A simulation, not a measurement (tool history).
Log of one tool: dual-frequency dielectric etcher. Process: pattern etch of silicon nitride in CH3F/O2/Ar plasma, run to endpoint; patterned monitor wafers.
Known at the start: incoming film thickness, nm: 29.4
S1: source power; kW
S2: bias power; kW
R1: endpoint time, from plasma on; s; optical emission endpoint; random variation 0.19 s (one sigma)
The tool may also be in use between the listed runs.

run,day,S1,S2,R1
1,0,0.55,0.092,31.767
2,0.071,0.55,0.099,30.94
3,0.383,0.59,0.099,29.979
4,0.662,0.53,0.095,31.789
5,0.783,0.48,0.091,33.552
6,0.975,0.54,0.091,32.54
7,1.088,0.49,0.089,33.823
8,1.192,0.45,0.088,35.175
9,1.279,0.45,0.088,35.245

The next listed run, before its measurement:
10,1.617,0.43,0.088,?

R1: 35.922 s
